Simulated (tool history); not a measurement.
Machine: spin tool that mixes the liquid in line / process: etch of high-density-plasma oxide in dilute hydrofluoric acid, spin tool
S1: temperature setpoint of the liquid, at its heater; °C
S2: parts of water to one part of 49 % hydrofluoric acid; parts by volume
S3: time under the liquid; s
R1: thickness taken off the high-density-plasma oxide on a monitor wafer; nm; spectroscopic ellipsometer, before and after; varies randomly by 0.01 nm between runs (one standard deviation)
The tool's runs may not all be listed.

run 1 hour=0.0 | S1=24.0 S2=215 S3=45 | R1=1.57920
run 2 hour=6.4 | S1=24.0 S2=140 S3=45 | R1=2.62510
run 3 hour=14.0 | S1=22.0 S2=175 S3=45 | R1=1.90760
run 4 hour=17.0 | S1=20.5 S2=195 S3=45 | R1=1.55290
run 5 hour=25.3 | S1=20.5 S2=195 S3=20 | R1=0.69376
run 6 hour=29.2 | S1=20.5 S2=230 S3=20 | R1=0.56938
run 7 hour=34.6 | S1=22.5 S2=230 S3=20 | R1=0.62095

Predict the results of run 8:
run 8 hour=35.2 | S1=25.0 S2=230 S3=20 | R1=?

For run 8 the tool returned R1 0.66857 nm.

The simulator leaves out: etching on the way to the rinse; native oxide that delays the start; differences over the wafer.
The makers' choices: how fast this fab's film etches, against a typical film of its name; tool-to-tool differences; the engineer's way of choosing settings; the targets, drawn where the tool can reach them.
